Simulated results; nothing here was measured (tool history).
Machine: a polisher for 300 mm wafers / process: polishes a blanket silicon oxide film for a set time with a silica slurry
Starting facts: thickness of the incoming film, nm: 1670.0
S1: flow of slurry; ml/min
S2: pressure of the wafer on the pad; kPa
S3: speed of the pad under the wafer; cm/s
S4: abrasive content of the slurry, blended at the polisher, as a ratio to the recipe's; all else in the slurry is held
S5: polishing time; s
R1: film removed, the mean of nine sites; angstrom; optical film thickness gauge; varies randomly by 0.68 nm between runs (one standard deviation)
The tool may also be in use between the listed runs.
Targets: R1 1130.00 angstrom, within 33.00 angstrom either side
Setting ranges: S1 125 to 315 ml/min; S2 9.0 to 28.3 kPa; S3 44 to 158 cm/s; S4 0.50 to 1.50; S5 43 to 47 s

run,hour,S1,S2,S3,S4,S5,R1
1,0.0,205,18.6,100,1.00,47,876.73
2,6.1,210,19.3,100,1.00,47,908.83
3,8.3,210,17.9,100,1.00,47,852.74
4,10.0,215,18.6,100,1.00,47,876.34
5,17.6,215,19.3,100,1.00,47,913.93
6,25.2,215,20.0,100,1.00,47,939.46
7,30.9,215,20.7,100,1.00,47,956.43
8,32.3,215,21.4,100,1.00,47,967.50
9,40.2,215,22.1,100,1.00,47,1004.30
10,41.2,215,22.8,100,1.00,47,1026.80
11,43.6,215,23.4,100,1.00,47,1054.50
12,46.3,225,24.1,100,1.00,47,1065.00

Consider the 4 candidate settings below. Which is the only one whose results all fall within their allowed miss of target?
A,49.0,215,24.1,104,0.90,47,?
B,49.0,220,26.2,112,1.20,44,?
C,49.0,250,26.2,96,1.05,46,?
D,49.0,230,24.1,90,1.00,45,?

move,R1
A,1065.30
B,1241.30
C,1130.30
D,966.27
A: neither nearer nor further off than the last run
B: takes the biggest miss from the last run beyond its target
C: in spec on every target
D: moves away from the targets compared with the last run
Go with C: it meets all targets.
